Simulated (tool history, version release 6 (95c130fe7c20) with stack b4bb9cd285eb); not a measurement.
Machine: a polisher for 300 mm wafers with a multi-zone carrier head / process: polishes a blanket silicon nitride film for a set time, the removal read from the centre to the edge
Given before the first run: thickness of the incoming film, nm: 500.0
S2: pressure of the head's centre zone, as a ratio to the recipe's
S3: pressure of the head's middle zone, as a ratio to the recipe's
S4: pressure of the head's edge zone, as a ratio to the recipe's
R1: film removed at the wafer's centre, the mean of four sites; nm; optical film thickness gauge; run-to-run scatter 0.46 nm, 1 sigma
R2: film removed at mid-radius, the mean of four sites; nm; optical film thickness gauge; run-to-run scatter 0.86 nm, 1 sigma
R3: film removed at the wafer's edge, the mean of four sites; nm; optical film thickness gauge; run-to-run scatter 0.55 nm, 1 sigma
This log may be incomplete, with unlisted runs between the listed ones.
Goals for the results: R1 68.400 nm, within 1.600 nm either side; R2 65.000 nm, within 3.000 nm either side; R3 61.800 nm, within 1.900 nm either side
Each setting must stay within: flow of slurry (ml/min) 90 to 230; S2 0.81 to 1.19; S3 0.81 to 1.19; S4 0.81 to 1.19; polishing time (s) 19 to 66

Run 1, hour 0.0: flow of slurry (ml/min) 150, S2 1.00, S3 1.00, S4 1.00, polishing time (s) 42. Result: R1 53.649 nm, R2 54.800 nm, R3 52.268 nm.
Run 2, hour 3.1: flow of slurry (ml/min) 155, S2 1.01, S3 1.01, S4 1.02, polishing time (s) 42. Result: R1 54.335 nm, R2 57.065 nm, R3 52.353 nm.
Run 3, hour 10.0: flow of slurry (ml/min) 130, S2 1.01, S3 1.01, S4 1.02, polishing time (s) 42. Result: R1 52.554 nm, R2 53.150 nm, R3 50.939 nm.
Run 4, hour 19.1: flow of slurry (ml/min) 130, S2 1.01, S3 1.07, S4 1.02, polishing time (s) 42. Result: R1 52.815 nm, R2 56.826 nm, R3 51.331 nm.
Run 5, hour 24.3: flow of slurry (ml/min) 140, S2 1.02, S3 1.06, S4 1.04, polishing time (s) 42. Result: R1 54.122 nm, R2 57.433 nm, R3 52.107 nm.
Run 6, hour 25.2: flow of slurry (ml/min) 140, S2 0.95, S3 1.06, S4 1.04, polishing time (s) 42. Result: R1 50.370 nm, R2 56.169 nm, R3 52.713 nm.
Run 7, hour 26.0: flow of slurry (ml/min) 150, S2 0.97, S3 1.05, S4 1.06, polishing time (s) 42. Result: R1 52.750 nm, R2 56.864 nm, R3 54.324 nm.
Run 8, hour 30.5: flow of slurry (ml/min) 160, S2 0.99, S3 1.05, S4 1.07, polishing time (s) 42. Result: R1 54.016 nm, R2 57.518 nm, R3 53.975 nm.
Run 9, hour 38.5: flow of slurry (ml/min) 165, S2 1.00, S3 1.05, S4 1.08, polishing time (s) 42. Result: R1 55.267 nm, R2 58.189 nm, R3 55.580 nm.
Run 10, hour 41.9: flow of slurry (ml/min) 170, S2 1.02, S3 1.05, S4 1.09, polishing time (s) 42. Result: R1 56.293 nm, R2 59.322 nm, R3 54.809 nm.
Run 11, hour 49.0: flow of slurry (ml/min) 175, S2 1.03, S3 1.04, S4 1.10, polishing time (s) 42. Result: R1 57.470 nm, R2 57.749 nm, R3 55.033 nm.
Run 12, hour 52.2: flow of slurry (ml/min) 210, S2 1.10, S3 1.11, S4 1.18, polishing time (s) 45. Result: R1 68.305 nm, R2 68.216 nm, R3 62.956 nm.

Next run, 5 choices. One meets every target within its allowed miss, the rest don't. Which?
Run A, hour 55.4: flow of slurry (ml/min) 220, S2 1.11, S3 1.19, S4 1.10, polishing time (s) 45. Result: R1 ?, R2 ?, R3 ?.
Run B, hour 55.4: flow of slurry (ml/min) 160, S2 1.08, S3 0.98, S4 1.19, polishing time (s) 49. Result: R1 ?, R2 ?, R3 ?.
Run C, hour 55.4: flow of slurry (ml/min) 180, S2 1.14, S3 1.08, S4 1.19, polishing time (s) 45. Result: R1 ?, R2 ?, R3 ?.
Run D, hour 55.4: flow of slurry (ml/min) 200, S2 1.17, S3 1.06, S4 1.19, polishing time (s) 41. Result: R1 ?, R2 ?, R3 ?.
Run E, hour 55.4: flow of slurry (ml/min) 200, S2 1.13, S3 1.00, S4 1.19, polishing time (s) 42. Result: R1 ?, R2 ?, R3 ?.

move      R1      R2      R3
   A  68.842  71.812  60.806
   B  68.696  62.905  66.118
   C  68.289  64.065  61.592
   D  65.077  58.413  56.835
   E  64.343  56.965  58.268
A: misses by more than the last run did
B: the furthest-off result lands on target, but another misses its tolerance
C: every result within its allowed miss
D: pushes the last run's worst result past its target
E: pushes the last run's worst result past its target
Move C is the one to make.
